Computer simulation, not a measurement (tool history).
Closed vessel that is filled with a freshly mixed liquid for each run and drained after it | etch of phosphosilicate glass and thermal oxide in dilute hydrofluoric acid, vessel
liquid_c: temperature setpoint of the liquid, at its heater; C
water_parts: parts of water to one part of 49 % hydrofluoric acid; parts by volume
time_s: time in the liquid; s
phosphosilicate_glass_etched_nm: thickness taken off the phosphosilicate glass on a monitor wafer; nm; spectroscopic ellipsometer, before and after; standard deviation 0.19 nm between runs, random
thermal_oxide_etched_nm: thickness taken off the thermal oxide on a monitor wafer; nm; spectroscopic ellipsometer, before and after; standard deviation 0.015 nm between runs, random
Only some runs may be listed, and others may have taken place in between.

run,day,liquid_c,water_parts,time_s,phosphosilicate_glass_etched_nm,thermal_oxide_etched_nm
1,0,22,80,60,49.422,3.3451
2,0.225,22,80,35,28.872,1.9755
3,0.529,21.5,80,35,28.264,1.9291
4,0.867,21.5,80,55,44.867,3.0778
5,0.983,24,80,55,49.531,3.3251
6,1.238,24,80,35,31.284,2.1248

The next listed run, before its measurement:
7,1.492,23,80,35,?,?

{"run 7": {"phosphosilicate_glass_etched_nm": 29.834, "thermal_oxide_etched_nm": 2.0252}}

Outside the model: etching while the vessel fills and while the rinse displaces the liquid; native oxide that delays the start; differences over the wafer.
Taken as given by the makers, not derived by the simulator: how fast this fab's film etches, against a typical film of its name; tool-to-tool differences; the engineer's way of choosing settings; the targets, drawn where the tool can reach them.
